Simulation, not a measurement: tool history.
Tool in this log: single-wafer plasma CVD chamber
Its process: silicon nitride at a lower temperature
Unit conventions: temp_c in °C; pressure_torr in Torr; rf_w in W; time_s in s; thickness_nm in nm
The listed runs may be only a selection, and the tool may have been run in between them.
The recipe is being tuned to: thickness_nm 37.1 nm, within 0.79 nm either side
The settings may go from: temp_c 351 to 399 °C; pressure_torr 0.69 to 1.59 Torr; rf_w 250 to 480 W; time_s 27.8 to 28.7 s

Run 1, hour 0: temp_c 375 °C, pressure_torr 1.14 Torr, rf_w 365 W, time_s 27.8 s. Result: thickness_nm 31.977 nm.
Run 2, hour 4.9: temp_c 375 °C, pressure_torr 1.14 Torr, rf_w 315 W, time_s 27.8 s. Result: thickness_nm 29.226 nm.
Run 3, hour 6.1: temp_c 375 °C, pressure_torr 1.14 Torr, rf_w 265 W, time_s 27.8 s. Result: thickness_nm 25.852 nm.
Run 4, hour 10.3: temp_c 375 °C, pressure_torr 1.18 Torr, rf_w 280 W, time_s 27.9 s. Result: thickness_nm 27.144 nm.
Run 5, hour 17.1: temp_c 371 °C, pressure_torr 1.18 Torr, rf_w 280 W, time_s 27.9 s. Result: thickness_nm 27.297 nm.
Run 6, hour 23.7: temp_c 381 °C, pressure_torr 1.18 Torr, rf_w 280 W, time_s 27.9 s. Result: thickness_nm 27.127 nm.
Run 7, hour 30: temp_c 381 °C, pressure_torr 1.22 Torr, rf_w 295 W, time_s 28 s. Result: thickness_nm 28.425 nm.
Run 8, hour 38.4: temp_c 381 °C, pressure_torr 1.25 Torr, rf_w 305 W, time_s 28 s. Result: thickness_nm 29.13 nm.
Run 9, hour 44.8: temp_c 381 °C, pressure_torr 1.28 Torr, rf_w 315 W, time_s 28 s. Result: thickness_nm 29.985 nm.
Run 10, hour 53.6: temp_c 381 °C, pressure_torr 1.51 Torr, rf_w 375 W, time_s 28.4 s. Result: thickness_nm 35.151 nm.
Run 11, hour 58.2: temp_c 381 °C, pressure_torr 1.51 Torr, rf_w 380 W, time_s 28.4 s. Result: thickness_nm 35.404 nm.
Run 12, hour 60.8: temp_c 381 °C, pressure_torr 1.51 Torr, rf_w 385 W, time_s 28.4 s. Result: thickness_nm 35.621 nm.

Of the 5 settings listed for the next run, only one would bring every result within its allowed miss of target. Which one?
Run A, hour 63.4: temp_c 377 °C, pressure_torr 1.59 Torr, rf_w 390 W, time_s 28.7 s. Result: thickness_nm ?.
Run B, hour 63.4: temp_c 381 °C, pressure_torr 1.33 Torr, rf_w 375 W, time_s 28.4 s. Result: thickness_nm ?.
Run C, hour 63.4: temp_c 383 °C, pressure_torr 1.45 Torr, rf_w 375 W, time_s 28.7 s. Result: thickness_nm ?.
Run D, hour 63.4: temp_c 388 °C, pressure_torr 1.4 Torr, rf_w 370 W, time_s 27.8 s. Result: thickness_nm ?.
Run E, hour 63.4: temp_c 378 °C, pressure_torr 1.28 Torr, rf_w 380 W, time_s 28.4 s. Result: thickness_nm ?.

move  thickness_nm
   A        36.723
   B        34.196
   C        35.089
   D        33.396
   E        34.294
A: all results in spec
B: moves away from the targets compared with the last run
C: moves away from the targets compared with the last run
D: moves away from the targets compared with the last run
E: moves away from the targets compared with the last run
So the answer is move A, the one that meets all the targets.

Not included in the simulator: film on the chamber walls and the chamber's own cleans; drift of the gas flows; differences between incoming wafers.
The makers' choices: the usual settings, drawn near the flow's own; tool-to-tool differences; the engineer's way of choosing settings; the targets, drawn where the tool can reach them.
